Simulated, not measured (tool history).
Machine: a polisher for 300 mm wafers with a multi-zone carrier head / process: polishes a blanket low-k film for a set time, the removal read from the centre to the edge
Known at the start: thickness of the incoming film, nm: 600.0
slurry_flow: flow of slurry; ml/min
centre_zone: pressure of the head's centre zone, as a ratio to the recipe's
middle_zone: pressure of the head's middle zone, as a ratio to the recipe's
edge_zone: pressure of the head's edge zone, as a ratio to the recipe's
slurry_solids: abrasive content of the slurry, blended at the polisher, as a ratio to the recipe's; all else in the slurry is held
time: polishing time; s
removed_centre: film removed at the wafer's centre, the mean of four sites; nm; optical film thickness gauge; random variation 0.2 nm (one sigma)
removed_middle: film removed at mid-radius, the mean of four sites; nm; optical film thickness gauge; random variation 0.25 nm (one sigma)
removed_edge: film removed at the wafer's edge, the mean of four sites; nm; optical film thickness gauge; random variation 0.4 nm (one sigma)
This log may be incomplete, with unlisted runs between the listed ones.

run  hour  slurry_flow  centre_zone  middle_zone  edge_zone  slurry_solids  time  removed_centre  removed_middle  removed_edge
  1     0          295            1            1          1              1    67          29.609          27.843        27.131
  2     5          285         0.96            1          1              1    67          28.962          27.239        27.206
  3     9          245         0.96            1          1              1    67          27.444          26.589         26.52
  4  13.7          245         0.96            1          1           1.15    67          30.532          29.028        28.284
  5    22          295         0.96            1          1           1.15    67          30.948          29.613        28.553
  6  26.7          280         0.93         1.02          1            1.1    67          29.245          28.947        27.678

Run 7 comes next. What will it give?
  7  31.8          265          0.9         1.03       1.02            1.1    67               ?               ?             ?

{"run 7": {"removed_centre": 27.857, "removed_middle": 28.873, "removed_edge": 28.91}}

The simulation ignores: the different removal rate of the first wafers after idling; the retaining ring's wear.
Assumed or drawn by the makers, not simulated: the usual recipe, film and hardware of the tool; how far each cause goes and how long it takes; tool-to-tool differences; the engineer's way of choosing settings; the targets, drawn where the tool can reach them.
